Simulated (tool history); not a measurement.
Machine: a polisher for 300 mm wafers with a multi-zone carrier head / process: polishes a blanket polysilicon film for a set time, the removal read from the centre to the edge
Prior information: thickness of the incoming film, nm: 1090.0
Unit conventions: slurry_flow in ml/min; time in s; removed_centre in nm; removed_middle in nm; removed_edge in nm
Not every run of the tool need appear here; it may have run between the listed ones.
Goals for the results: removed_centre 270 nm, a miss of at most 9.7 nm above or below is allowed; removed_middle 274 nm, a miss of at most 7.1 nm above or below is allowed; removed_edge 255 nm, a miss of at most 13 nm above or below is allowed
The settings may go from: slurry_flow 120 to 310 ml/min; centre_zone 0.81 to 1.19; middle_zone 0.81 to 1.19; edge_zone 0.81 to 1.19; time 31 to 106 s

| run | hour | slurry_flow | centre_zone | middle_zone | edge_zone | time | removed_centre | removed_middle | removed_edge |
|---|---|---|---|---|---|---|---|---|---|
| 1 | 0 | 200 | 1 | 1 | 1 | 68 | 414.89 | 414.42 | 409.55 |
| 2 | 8.6 | 200 | 1 | 0.94 | 1 | 68 | 414.5 | 399.14 | 388.78 |
| 3 | 13.3 | 200 | 1 | 0.94 | 0.95 | 68 | 406.96 | 397.24 | 399.3 |
| 4 | 16 | 200 | 1 | 0.94 | 1 | 68 | 409.84 | 393.92 | 396.2 |
| 5 | 21.3 | 210 | 1 | 0.94 | 0.97 | 63 | 390.1 | 375.39 | 370.83 |
| 6 | 28.3 | 220 | 0.98 | 0.93 | 0.97 | 59 | 361.27 | 353.46 | 336.51 |
| 7 | 36.5 | 220 | 0.96 | 0.91 | 0.97 | 57 | 330.91 | 329.88 | 339.46 |
| 8 | 42.3 | 235 | 0.96 | 0.91 | 0.96 | 54 | 321.71 | 317.75 | 321.82 |
|  | 50.7 | worn pad replaced by a new one |
| 9 | 50.7 | 240 | 0.96 | 0.92 | 0.95 | 51 | 346.56 | 338.78 | 331.37 |
| 10 | 59.2 | 230 | 0.96 | 0.93 | 0.95 | 48 | 315.09 | 321.53 | 320.62 |
| 11 | 63.8 | 250 | 0.96 | 0.92 | 0.85 | 35 | 233.38 | 235.14 | 223.36 |
| 12 | 68.5 | 255 | 0.96 | 0.93 | 0.86 | 35 | 242.69 | 235.64 | 224.3 |
| 13 | 72 | 255 | 0.91 | 1.03 | 0.96 | 41 | 262.66 | 299.7 | 284.94 |
| 14 | 75 | 250 | 0.92 | 1.02 | 0.95 | 41 | 263.7 | 294.72 | 274.77 |
| 15 | 79.2 | 245 | 0.93 | 1.01 | 0.94 | 41 | 265.87 | 292.04 | 267.17 |
| 16 | 87.6 | 240 | 0.94 | 1 | 0.94 | 41 | 269.92 | 287.97 | 267.31 |
| 17 | 95.4 | 235 | 0.94 | 1 | 0.94 | 41 | 268.99 | 288.25 | 267.2 |
| 18 | 98.4 | 230 | 0.94 | 0.99 | 0.94 | 41 | 266.55 | 289.02 | 263.09 |
| 19 | 102.2 | 230 | 0.94 | 0.98 | 0.94 | 41 | 265.8 | 285.11 | 267.17 |
| 20 | 106.8 | 230 | 0.95 | 0.98 | 0.94 | 41 | 272.57 | 285.13 | 268.81 |
| 21 | 108.7 | 225 | 0.95 | 0.98 | 0.94 | 41 | 267.09 | 281.89 | 262.85 |

4 next moves are on the table. One of them brings every result within its allowed miss. Which?
| A | 110.6 | 180 | 1 | 1.01 | 0.92 | 40 | ? | ? | ? |
| B | 110.6 | 255 | 0.93 | 1.07 | 0.99 | 40 | ? | ? | ? |
| C | 110.6 | 225 | 0.87 | 0.99 | 0.96 | 44 | ? | ? | ? |
| D | 110.6 | 310 | 0.91 | 0.87 | 1.03 | 41 | ? | ? | ? |

| move | removed_centre | removed_middle | removed_edge |
|---|---|---|---|
| A | 269.05 | 271.17 | 255.57 |
| B | 264.92 | 296.63 | 274.55 |
| C | 267.5 | 305.24 | 294.33 |
| D | 271.63 | 272.05 | 292.01 |
A: every result lands within tolerance
B: misses by more than the last run did
C: misses by more than the last run did
D: brings the result that was furthest off to its target, and leaves another outside
The right move is A.

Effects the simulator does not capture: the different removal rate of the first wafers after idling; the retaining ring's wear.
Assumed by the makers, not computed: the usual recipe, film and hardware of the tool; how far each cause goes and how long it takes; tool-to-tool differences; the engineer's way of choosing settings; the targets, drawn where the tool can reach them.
